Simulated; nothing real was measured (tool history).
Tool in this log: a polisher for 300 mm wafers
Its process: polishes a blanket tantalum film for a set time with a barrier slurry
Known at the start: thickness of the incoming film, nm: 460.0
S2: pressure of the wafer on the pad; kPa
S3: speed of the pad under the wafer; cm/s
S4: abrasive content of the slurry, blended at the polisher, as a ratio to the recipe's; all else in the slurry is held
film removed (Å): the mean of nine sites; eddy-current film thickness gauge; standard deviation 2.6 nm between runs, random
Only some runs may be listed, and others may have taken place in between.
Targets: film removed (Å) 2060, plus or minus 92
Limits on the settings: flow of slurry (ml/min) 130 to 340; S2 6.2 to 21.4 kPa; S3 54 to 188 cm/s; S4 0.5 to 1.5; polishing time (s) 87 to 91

Run 1, hour 0: flow of slurry (ml/min) 220, S2 13.8 kPa, S3 120 cm/s, S4 1, polishing time (s) 87. Result: film removed (Å) 1627.4.
Run 2, hour 4.5: flow of slurry (ml/min) 220, S2 14.5 kPa, S3 120 cm/s, S4 1, polishing time (s) 87. Result: film removed (Å) 1676.7.
Run 3, hour 7.1: flow of slurry (ml/min) 220, S2 14.5 kPa, S3 120 cm/s, S4 0.9, polishing time (s) 87. Result: film removed (Å) 1652.1.
Run 4, hour 8.9: flow of slurry (ml/min) 220, S2 11.7 kPa, S3 120 cm/s, S4 0.9, polishing time (s) 87. Result: film removed (Å) 1326.7.
Run 5, hour 11.3: flow of slurry (ml/min) 220, S2 13.1 kPa, S3 120 cm/s, S4 0.9, polishing time (s) 87. Result: film removed (Å) 1487.
Run 6, hour 15.6: flow of slurry (ml/min) 220, S2 13.8 kPa, S3 120 cm/s, S4 0.9, polishing time (s) 87. Result: film removed (Å) 1569.7.
Run 7, hour 21.7: flow of slurry (ml/min) 220, S2 14.5 kPa, S3 120 cm/s, S4 0.9, polishing time (s) 87. Result: film removed (Å) 1633.4.
Run 8, hour 26.6: flow of slurry (ml/min) 220, S2 14.5 kPa, S3 120 cm/s, S4 0.9, polishing time (s) 87. Result: film removed (Å) 1651.3.
Run 9, hour 34.6: flow of slurry (ml/min) 220, S2 15.2 kPa, S3 120 cm/s, S4 0.9, polishing time (s) 87. Result: film removed (Å) 1712.6.
Run 10, hour 37.2: flow of slurry (ml/min) 220, S2 15.9 kPa, S3 120 cm/s, S4 0.9, polishing time (s) 87. Result: film removed (Å) 1800.3.
Run 11, hour 38.5: flow of slurry (ml/min) 220, S2 16.5 kPa, S3 120 cm/s, S4 0.9, polishing time (s) 87. Result: film removed (Å) 1831.7.
Run 12, hour 40.1: flow of slurry (ml/min) 220, S2 17.2 kPa, S3 120 cm/s, S4 0.9, polishing time (s) 87. Result: film removed (Å) 1958.7.

Exercise: of the 5 proposed moves below, exactly one satisfies all targets within the stated allowed misses. Which move is it?
Run A, hour 41.7: flow of slurry (ml/min) 295, S2 17.9 kPa, S3 120 cm/s, S4 1.25, polishing time (s) 91. Result: film removed (Å) ?.
Run B, hour 41.7: flow of slurry (ml/min) 245, S2 20.7 kPa, S3 114 cm/s, S4 0.95, polishing time (s) 91. Result: film removed (Å) ?.
Run C, hour 41.7: flow of slurry (ml/min) 190, S2 20 kPa, S3 122 cm/s, S4 0.9, polishing time (s) 91. Result: film removed (Å) ?.
Run D, hour 41.7: flow of slurry (ml/min) 205, S2 17.2 kPa, S3 118 cm/s, S4 0.9, polishing time (s) 87. Result: film removed (Å) ?.
Run E, hour 41.7: flow of slurry (ml/min) 225, S2 17.2 kPa, S3 126 cm/s, S4 0.9, polishing time (s) 89. Result: film removed (Å) ?.

move  film removed (Å)
   A            2276.9
   B            2297.3
   C            2289.2
   D            1855.5
   E              2041
A: takes the result that was furthest off past its target
B: takes the result that was furthest off past its target
C: takes the result that was furthest off past its target
D: lands further from the targets than the last run did
E: all results in spec
E is the move that brings every result within its allowed miss.
